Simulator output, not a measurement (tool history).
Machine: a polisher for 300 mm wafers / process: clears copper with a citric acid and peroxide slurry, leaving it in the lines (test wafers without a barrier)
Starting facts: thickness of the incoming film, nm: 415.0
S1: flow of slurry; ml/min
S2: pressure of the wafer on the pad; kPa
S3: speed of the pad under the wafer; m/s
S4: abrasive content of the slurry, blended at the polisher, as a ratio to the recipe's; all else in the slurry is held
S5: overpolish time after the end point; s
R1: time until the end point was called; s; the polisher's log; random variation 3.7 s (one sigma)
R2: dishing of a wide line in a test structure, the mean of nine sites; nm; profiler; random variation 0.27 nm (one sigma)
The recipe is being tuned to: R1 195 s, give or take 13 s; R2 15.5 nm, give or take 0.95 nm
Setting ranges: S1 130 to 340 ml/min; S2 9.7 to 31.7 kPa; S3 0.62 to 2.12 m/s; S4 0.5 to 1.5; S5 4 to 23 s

| run | day | S1 | S2 | S3 | S4 | S5 | R1 | R2 |
|---|---|---|---|---|---|---|---|---|
| 1 | 0 | 220 | 20.7 | 1.36 | 1 | 12 | 127.99 | 25.663 |
| 2 | 0.042 | 220 | 20.7 | 1.7 | 1 | 12 | 103.72 | 31.59 |
| 3 | 0.275 | 220 | 18.6 | 1.64 | 1 | 12 | 115.04 | 28.859 |
| 4 | 0.525 | 220 | 18.6 | 1.64 | 1 | 15 | 116.11 | 33.752 |
| 5 | 0.646 | 240 | 18.6 | 1.64 | 1 | 15 | 117.22 | 35.042 |
| 6 | 0.825 | 235 | 17.2 | 1.54 | 1 | 14 | 130.64 | 30.345 |
| 7 | 1 | 235 | 17.2 | 1.54 | 1 | 14 | 128.27 | 28.44 |
| 8 | 1.062 | 235 | 15.9 | 1.48 | 1 | 14 | 144.71 | 27.1 |
| 9 | 1.433 | 235 | 15.2 | 1.42 | 1 | 13 | 151.96 | 23.376 |
| 10 | 1.579 | 235 | 14.5 | 1.4 | 1 | 12 | 166.85 | 20.635 |
| 11 | 1.85 | 235 | 13.8 | 1.4 | 1 | 11 | 171.78 | 18.385 |
| 12 | 1.896 | 235 | 13.1 | 1.4 | 1 | 11 | 176.43 | 17.974 |
| 13 | 2.025 | 235 | 12.4 | 1.4 | 1 | 11 | 196.56 | 17.153 |
| 14 | 2.312 | 235 | 12.4 | 1.38 | 1 | 9 | 189.61 | 14.416 |

Pick the move, out of 4, that brings all results within their allowed miss; only one does.
| A | 2.6 | 230 | 9.7 | 1.46 | 0.9 | 10 | ? | ? |
| B | 2.6 | 290 | 13.1 | 1.3 | 1 | 8 | ? | ? |
| C | 2.6 | 135 | 10.3 | 1.48 | 0.9 | 10 | ? | ? |
| D | 2.6 | 255 | 13.1 | 1.24 | 1.1 | 10 | ? | ? |

| move | R1 | R2 |
|---|---|---|
| A | 235.04 | 13.368 |
| B | 196.94 | 12.881 |
| C | 240.61 | 13.1 |
| D | 203.89 | 15.303 |
A: lands further from the targets than the last run did
B: lands further from the targets than the last run did
C: lands further from the targets than the last run did
D: hits every target within its allowed miss
Answer: D
